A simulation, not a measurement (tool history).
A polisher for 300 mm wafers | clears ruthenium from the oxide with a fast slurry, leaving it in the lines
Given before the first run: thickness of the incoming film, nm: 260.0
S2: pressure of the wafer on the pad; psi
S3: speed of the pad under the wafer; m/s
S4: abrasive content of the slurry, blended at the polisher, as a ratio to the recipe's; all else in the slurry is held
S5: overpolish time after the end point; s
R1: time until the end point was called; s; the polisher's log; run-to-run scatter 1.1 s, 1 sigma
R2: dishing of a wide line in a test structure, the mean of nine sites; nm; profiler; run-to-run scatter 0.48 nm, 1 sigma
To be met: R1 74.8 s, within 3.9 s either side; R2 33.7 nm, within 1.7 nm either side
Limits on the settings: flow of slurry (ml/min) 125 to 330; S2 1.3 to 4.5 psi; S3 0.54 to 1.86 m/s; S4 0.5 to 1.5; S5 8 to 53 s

{"run": 1, "hour": 0.0, "flow of slurry (ml/min)": 210, "S2": 2.9, "S3": 1.18, "S4": 1, "S5": 27, "R1": 55.731, "R2": 91.783}
{"run": 2, "hour": 8.3, "flow of slurry (ml/min)": 210, "S2": 2.9, "S3": 1.18, "S4": 1.2, "S5": 27, "R1": 50.103, "R2": 98.903}
{"run": 3, "hour": 14.5, "flow of slurry (ml/min)": 210, "S2": 2.9, "S3": 1.18, "S4": 1.05, "S5": 27, "R1": 54.63, "R2": 93.136}
{"run": 4, "hour": 21.7, "flow of slurry (ml/min)": 210, "S2": 2.9, "S3": 0.94, "S4": 1.05, "S5": 27, "R1": 66.004, "R2": 79.858}
{"run": 5, "hour": 27.6, "flow of slurry (ml/min)": 210, "S2": 2.4, "S3": 0.94, "S4": 1.05, "S5": 27, "R1": 77.751, "R2": 67.369}
{"run": 6, "hour": 34.2, "flow of slurry (ml/min)": 210, "S2": 2.4, "S3": 0.66, "S4": 1.05, "S5": 27, "R1": 107.69, "R2": 53.714}
{"run": 7, "hour": 41.5, "flow of slurry (ml/min)": 200, "S2": 2.3, "S3": 0.8, "S4": 1, "S5": 21, "R1": 96.637, "R2": 44.308}
{"run": 8, "hour": 46.4, "flow of slurry (ml/min)": 200, "S2": 2.5, "S3": 0.84, "S4": 0.95, "S5": 17, "R1": 87.383, "R2": 41.077}
{"run": 9, "hour": 51.3, "flow of slurry (ml/min)": 200, "S2": 2.6, "S3": 0.86, "S4": 0.95, "S5": 15, "R1": 80.258, "R2": 37.987}
{"run": 10, "hour": 56.1, "flow of slurry (ml/min)": 200, "S2": 2.6, "S3": 0.86, "S4": 0.95, "S5": 14, "R1": 81.037, "R2": 36.25}
{"run": 11, "hour": 62.5, "flow of slurry (ml/min)": 200, "S2": 2.7, "S3": 0.86, "S4": 0.95, "S5": 13, "R1": 80.53, "R2": 34.849}

Which of these 4 next moves meets every target?
{"run": "A", "hour": 68.9, "flow of slurry (ml/min)": 140, "S2": 2.7, "S3": 0.8, "S4": 1, "S5": 16, "R1": "?", "R2": "?"}
{"run": "B", "hour": 68.9, "flow of slurry (ml/min)": 230, "S2": 3.2, "S3": 0.58, "S4": 1.05, "S5": 15, "R1": "?", "R2": "?"}
{"run": "C", "hour": 68.9, "flow of slurry (ml/min)": 170, "S2": 3.4, "S3": 0.56, "S4": 1.25, "S5": 13, "R1": "?", "R2": "?"}
{"run": "D", "hour": 68.9, "flow of slurry (ml/min)": 225, "S2": 2.8, "S3": 0.96, "S4": 0.8, "S5": 12, "R1": "?", "R2": "?"}

move=A R1=89.625 R2=38.38
move=B R1=89.139 R2=36.321
move=C R1=84.311 R2=33.463
move=D R1=75.439 R2=34.456
A: moves away from the targets compared with the last run
B: moves away from the targets compared with the last run
C: moves away from the targets compared with the last run
D: all results land within tolerance of their targets
So the answer is move D, the one that meets all the targets.
